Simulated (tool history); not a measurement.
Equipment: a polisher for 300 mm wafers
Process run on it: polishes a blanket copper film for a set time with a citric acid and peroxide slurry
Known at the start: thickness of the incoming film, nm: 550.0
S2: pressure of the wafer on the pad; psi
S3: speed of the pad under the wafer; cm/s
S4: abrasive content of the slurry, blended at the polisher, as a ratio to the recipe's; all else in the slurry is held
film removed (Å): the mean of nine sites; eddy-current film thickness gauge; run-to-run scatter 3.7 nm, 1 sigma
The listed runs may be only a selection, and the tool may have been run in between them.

Run 1, hour 0: flow of slurry (ml/min) 135, S2 3.4 psi, S3 126 cm/s, S4 1, polishing time (s) 83. Result: film removed (Å) 3182.7.
Run 2, hour 1.1: flow of slurry (ml/min) 135, S2 3.4 psi, S3 146 cm/s, S4 1, polishing time (s) 83. Result: film removed (Å) 3533.5.
Run 3, hour 3.5: flow of slurry (ml/min) 140, S2 3.6 psi, S3 146 cm/s, S4 1, polishing time (s) 83. Result: film removed (Å) 3802.2.
Run 4, hour 8.4: flow of slurry (ml/min) 140, S2 2.8 psi, S3 146 cm/s, S4 1, polishing time (s) 83. Result: film removed (Å) 2969.5.
Run 5, hour 17.4: flow of slurry (ml/min) 145, S2 3.1 psi, S3 146 cm/s, S4 1, polishing time (s) 83. Result: film removed (Å) 3323.1.
Run 6, hour 18.9: flow of slurry (ml/min) 155, S2 3.1 psi, S3 146 cm/s, S4 1, polishing time (s) 83. Result: film removed (Å) 3311.6.
Run 7, hour 25.4: flow of slurry (ml/min) 155, S2 3.4 psi, S3 146 cm/s, S4 1, polishing time (s) 83. Result: film removed (Å) 3659.1.
Run 8, hour 33.1: flow of slurry (ml/min) 160, S2 3.6 psi, S3 146 cm/s, S4 1, polishing time (s) 83. Result: film removed (Å) 3930.9.
Run 9, hour 36.4: flow of slurry (ml/min) 165, S2 3.8 psi, S3 146 cm/s, S4 1, polishing time (s) 83. Result: film removed (Å) 4133.8.
Run 10, hour 43.6: flow of slurry (ml/min) 165, S2 4 psi, S3 146 cm/s, S4 1, polishing time (s) 83. Result: film removed (Å) 4414.8.
Run 11, hour 49.4: flow of slurry (ml/min) 170, S2 4.1 psi, S3 146 cm/s, S4 1, polishing time (s) 83. Result: film removed (Å) 4433.8.
Run 12, hour 56.3: flow of slurry (ml/min) 170, S2 4.2 psi, S3 146 cm/s, S4 1, polishing time (s) 83. Result: film removed (Å) 4563.3.
Run 13, hour 64.3: flow of slurry (ml/min) 170, S2 4.3 psi, S3 146 cm/s, S4 1, polishing time (s) 83. Result: film removed (Å) 4668.8.

Run 14 comes next. What will it give?
Run 14, hour 69.3: flow of slurry (ml/min) 170, S2 4.4 psi, S3 146 cm/s, S4 1, polishing time (s) 83. Result: film removed (Å) ?.

{"run 14": {"film removed (Å)": 4835.4}}
